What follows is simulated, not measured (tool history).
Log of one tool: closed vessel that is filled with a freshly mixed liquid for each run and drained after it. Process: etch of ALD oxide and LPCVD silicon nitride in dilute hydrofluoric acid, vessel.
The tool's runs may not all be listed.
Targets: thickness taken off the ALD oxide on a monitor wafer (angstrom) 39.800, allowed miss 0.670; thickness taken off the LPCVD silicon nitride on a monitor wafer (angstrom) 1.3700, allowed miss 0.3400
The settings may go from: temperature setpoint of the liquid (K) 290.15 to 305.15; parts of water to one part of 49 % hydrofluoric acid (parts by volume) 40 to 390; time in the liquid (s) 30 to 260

| run | day | temperature setpoint of the liquid (K) | parts of water to one part of 49 % hydrofluoric acid (parts by volume) | time in the liquid (s) | thickness taken off the ALD oxide on a monitor wafer (angstrom) | thickness taken off the LPCVD silicon nitride on a monitor wafer (angstrom) |
|---|---|---|---|---|---|---|
| 1 | 0.000 | 297.15 | 215 | 130 | 83.507 | 4.2266 |
| 2 | 0.079 | 296.15 | 225 | 130 | 76.299 | 3.1906 |
| 3 | 0.342 | 293.65 | 225 | 130 | 69.405 | 2.7037 |
| 4 | 0.512 | 293.65 | 270 | 130 | 55.417 | 2.3201 |
| 5 | 0.583 | 293.65 | 300 | 130 | 48.555 | 2.1426 |
| 6 | 0.625 | 293.65 | 300 | 185 | 69.160 | 3.1815 |
| 7 | 0.688 | 293.15 | 310 | 185 | 65.502 | 3.0677 |
| 8 | 0.792 | 293.15 | 310 | 185 | 65.237 | 3.0843 |
| 9 | 1.104 | 290.15 | 390 | 185 | 43.576 | 1.6666 |
| 10 | 1.408 | 290.15 | 390 | 185 | 43.789 | 1.8938 |

4 next moves are on the table. One of them brings every result within its allowed miss. Which?
| A | 1.712 | 290.15 | 225 | 90 | ? | ? |
| B | 1.712 | 290.15 | 215 | 85 | ? | ? |
| C | 1.712 | 290.15 | 235 | 90 | ? | ? |
| D | 1.712 | 290.15 | 250 | 100 | ? | ? |

| move | thickness taken off the ALD oxide on a monitor wafer (angstrom) | thickness taken off the LPCVD silicon nitride on a monitor wafer (angstrom) |
|---|---|---|
| A | 42.096 | 1.4380 |
| B | 41.981 | 1.4184 |
| C | 39.948 | 1.3795 |
| D | 41.178 | 1.4449 |
A: nearer than the last run, and not there yet
B: nearer than the last run, and not there yet
C: meets every target
D: nearer than the last run, and not there yet
Move C is the one to make.
